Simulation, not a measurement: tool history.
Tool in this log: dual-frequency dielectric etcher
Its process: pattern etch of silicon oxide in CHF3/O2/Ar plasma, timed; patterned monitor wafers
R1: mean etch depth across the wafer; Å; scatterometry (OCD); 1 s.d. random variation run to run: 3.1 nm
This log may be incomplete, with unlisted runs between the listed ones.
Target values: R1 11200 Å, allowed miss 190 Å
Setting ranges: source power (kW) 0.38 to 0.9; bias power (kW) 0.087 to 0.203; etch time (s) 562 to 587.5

Run 1, hour 0: source power (kW) 0.64, bias power (kW) 0.145, etch time (s) 562. Result: R1 10371 Å.
Run 2, hour 6.9: source power (kW) 0.66, bias power (kW) 0.146, etch time (s) 562. Result: R1 10552 Å.
Run 3, hour 12: source power (kW) 0.67, bias power (kW) 0.147, etch time (s) 562. Result: R1 10583 Å.
Run 4, hour 20.5: source power (kW) 0.69, bias power (kW) 0.148, etch time (s) 562. Result: R1 10797 Å.
Run 5, hour 28.6: source power (kW) 0.63, bias power (kW) 0.148, etch time (s) 562. Result: R1 10369 Å.
Run 6, hour 32.7: source power (kW) 0.65, bias power (kW) 0.149, etch time (s) 562. Result: R1 10527 Å.
Run 7, hour 36.8: source power (kW) 0.67, bias power (kW) 0.15, etch time (s) 562. Result: R1 10612 Å.
Run 8, hour 45.1: source power (kW) 0.68, bias power (kW) 0.151, etch time (s) 562. Result: R1 10752 Å.
Run 9, hour 49.2: source power (kW) 0.69, bias power (kW) 0.151, etch time (s) 562. Result: R1 10828 Å.
Run 10, hour 53.4: source power (kW) 0.7, bias power (kW) 0.151, etch time (s) 562. Result: R1 10914 Å.
Run 11, hour 62.1: source power (kW) 0.71, bias power (kW) 0.151, etch time (s) 562. Result: R1 10907 Å.
Run 12, hour 66.3: source power (kW) 0.72, bias power (kW) 0.151, etch time (s) 562. Result: R1 10982 Å.

Below are 5 possible settings for the next run. Only one of them brings all results inside the allowed miss of their targets. Which is it?
Run A, hour 70.5: source power (kW) 0.68, bias power (kW) 0.146, etch time (s) 565. Result: R1 ?.
Run B, hour 70.5: source power (kW) 0.82, bias power (kW) 0.142, etch time (s) 571. Result: R1 ?.
Run C, hour 70.5: source power (kW) 0.78, bias power (kW) 0.135, etch time (s) 576.5. Result: R1 ?.
Run D, hour 70.5: source power (kW) 0.74, bias power (kW) 0.145, etch time (s) 587.5. Result: R1 ?.
Run E, hour 70.5: source power (kW) 0.7, bias power (kW) 0.13, etch time (s) 572.5. Result: R1 ?.

move     R1
   A  10662
   B  11484
   C  11238
   D  11425
   E  10615
A: moves away from the targets compared with the last run
B: carries the result that was furthest off beyond its target, to the other side
C: every result within its allowed miss
D: carries the result that was furthest off beyond its target, to the other side
E: moves away from the targets compared with the last run
Correct choice: C, which meets every target
